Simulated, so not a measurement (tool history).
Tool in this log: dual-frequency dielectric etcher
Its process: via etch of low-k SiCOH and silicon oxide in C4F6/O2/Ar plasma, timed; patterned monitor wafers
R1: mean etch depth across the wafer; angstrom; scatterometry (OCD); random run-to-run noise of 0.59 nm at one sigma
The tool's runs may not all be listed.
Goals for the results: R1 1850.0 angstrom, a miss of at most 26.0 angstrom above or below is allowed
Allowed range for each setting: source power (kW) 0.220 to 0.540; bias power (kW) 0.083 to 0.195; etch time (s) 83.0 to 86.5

{"run": 1, "hour": 0.0, "source power (kW)": 0.38, "bias power (kW)": 0.139, "etch time (s)": 83.0, "R1": 1990.2}
{"run": 2, "hour": 1.2, "source power (kW)": 0.36, "bias power (kW)": 0.138, "etch time (s)": 83.0, "R1": 1943.4}
{"run": 3, "hour": 8.5, "source power (kW)": 0.36, "bias power (kW)": 0.138, "etch time (s)": 86.5, "R1": 2019.6}
{"run": 4, "hour": 11.4, "source power (kW)": 0.34, "bias power (kW)": 0.137, "etch time (s)": 86.5, "R1": 1984.5}
{"run": 5, "hour": 17.9, "source power (kW)": 0.34, "bias power (kW)": 0.153, "etch time (s)": 86.5, "R1": 2059.7}
{"run": 6, "hour": 19.3, "source power (kW)": 0.34, "bias power (kW)": 0.153, "etch time (s)": 83.0, "R1": 1973.5}
{"run": 7, "hour": 21.6, "source power (kW)": 0.33, "bias power (kW)": 0.153, "etch time (s)": 83.0, "R1": 1949.5}
{"run": 8, "hour": 25.2, "source power (kW)": 0.32, "bias power (kW)": 0.153, "etch time (s)": 83.0, "R1": 1934.9}
{"run": 9, "hour": 32.2, "source power (kW)": 0.32, "bias power (kW)": 0.153, "etch time (s)": 83.0, "R1": 1934.9}
{"run": 10, "hour": 37.1, "source power (kW)": 0.31, "bias power (kW)": 0.153, "etch time (s)": 83.0, "R1": 1921.9}
{"run": 11, "hour": 41.3, "source power (kW)": 0.3, "bias power (kW)": 0.153, "etch time (s)": 83.0, "R1": 1889.2}
{"run": 12, "hour": 42.7, "source power (kW)": 0.29, "bias power (kW)": 0.153, "etch time (s)": 83.0, "R1": 1879.0}

Which single option among these 4 for the next run brings every result within its allowed miss of target? Just one does.
{"run": "A", "hour": 44.1, "source power (kW)": 0.3, "bias power (kW)": 0.147, "etch time (s)": 84.0, "R1": "?"}
{"run": "B", "hour": 44.1, "source power (kW)": 0.3, "bias power (kW)": 0.159, "etch time (s)": 83.0, "R1": "?"}
{"run": "C", "hour": 44.1, "source power (kW)": 0.27, "bias power (kW)": 0.159, "etch time (s)": 84.5, "R1": "?"}
{"run": "D", "hour": 44.1, "source power (kW)": 0.22, "bias power (kW)": 0.176, "etch time (s)": 84.5, "R1": "?"}

move=A R1=1900.4
move=B R1=1924.6
move=C R1=1897.8
move=D R1=1847.8
A: further off than the last run
B: further off than the last run
C: further off than the last run
D: every result lands within tolerance
The right move is D.
